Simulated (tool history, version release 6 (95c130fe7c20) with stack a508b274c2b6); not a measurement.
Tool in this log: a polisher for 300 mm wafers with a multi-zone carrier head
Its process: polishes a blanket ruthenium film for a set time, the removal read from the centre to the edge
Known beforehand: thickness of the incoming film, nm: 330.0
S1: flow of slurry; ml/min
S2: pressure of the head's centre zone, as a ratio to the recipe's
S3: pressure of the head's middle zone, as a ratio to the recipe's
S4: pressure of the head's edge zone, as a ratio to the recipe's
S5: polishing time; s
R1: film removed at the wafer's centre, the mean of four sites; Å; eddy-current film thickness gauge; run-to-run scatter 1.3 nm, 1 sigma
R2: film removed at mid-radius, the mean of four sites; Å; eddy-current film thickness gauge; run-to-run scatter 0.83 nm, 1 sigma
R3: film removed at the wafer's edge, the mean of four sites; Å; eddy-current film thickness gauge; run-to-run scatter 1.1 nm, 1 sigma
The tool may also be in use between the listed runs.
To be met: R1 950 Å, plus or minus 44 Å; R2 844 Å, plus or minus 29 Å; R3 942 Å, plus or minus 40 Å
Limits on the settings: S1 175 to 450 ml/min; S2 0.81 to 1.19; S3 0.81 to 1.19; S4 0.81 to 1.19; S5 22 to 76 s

{"run": 1, "hour": 0.0, "S1": 290, "S2": 1, "S3": 1, "S4": 1, "S5": 49, "R1": 679.5, "R2": 630.58, "R3": 643.16}
{"run": 2, "hour": 7.1, "S1": 290, "S2": 0.94, "S3": 1, "S4": 1, "S5": 49, "R1": 641.78, "R2": 636.34, "R3": 645.87}
{"run": 3, "hour": 8.8, "S1": 290, "S2": 0.95, "S3": 1, "S4": 1.02, "S5": 51, "R1": 665.13, "R2": 653.22, "R3": 695.85}
{"run": 4, "hour": 17.3, "S1": 290, "S2": 0.95, "S3": 1, "S4": 1.1, "S5": 51, "R1": 659.95, "R2": 655.36, "R3": 704.33}
{"run": 5, "hour": 25.5, "S1": 290, "S2": 0.98, "S3": 1, "S4": 1.1, "S5": 51, "R1": 688.56, "R2": 664.5, "R3": 716.57}
{"run": 6, "hour": 27.0, "S1": 290, "S2": 1.06, "S3": 1, "S4": 1.1, "S5": 51, "R1": 708.79, "R2": 663.68, "R3": 717.44}
{"run": 7, "hour": 32.6, "S1": 295, "S2": 1.07, "S3": 1, "S4": 1.1, "S5": 53, "R1": 769.5, "R2": 690.97, "R3": 735.89}
{"hour": 40.2, "done": "centre zone pressure recalibrated"}
{"run": 8, "hour": 40.2, "S1": 290, "S2": 1.07, "S3": 1, "S4": 1.11, "S5": 55, "R1": 736.66, "R2": 701.94, "R3": 799.75}

Exactly one of the 4 candidate moves below puts every result within its allowed miss. Which one?
{"run": "A", "hour": 47.8, "S1": 450, "S2": 1.19, "S3": 0.81, "S4": 0.87, "S5": 69, "R1": "?", "R2": "?", "R3": "?"}
{"run": "B", "hour": 47.8, "S1": 450, "S2": 1.19, "S3": 1.05, "S4": 1.08, "S5": 65, "R1": "?", "R2": "?", "R3": "?"}
{"run": "C", "hour": 47.8, "S1": 250, "S2": 1.15, "S3": 0.98, "S4": 1.11, "S5": 68, "R1": "?", "R2": "?", "R3": "?"}
{"run": "D", "hour": 47.8, "S1": 450, "S2": 1.19, "S3": 0.82, "S4": 0.88, "S5": 70, "R1": "?", "R2": "?", "R3": "?"}

move=A R1=1065.7 R2=788.69 R3=910.85
move=B R1=1005.6 R2=921.98 R3=948
move=C R1=967.1 R2=864.85 R3=968.11
move=D R1=1081.2 R2=808.16 R3=928.73
A: moves toward the targets from the last run without getting all of them in spec
B: carries the result that was furthest off beyond its target, to the other side
C: hits every target within its allowed miss
D: moves toward the targets from the last run without getting all of them in spec
C is the move that brings every result within its allowed miss.
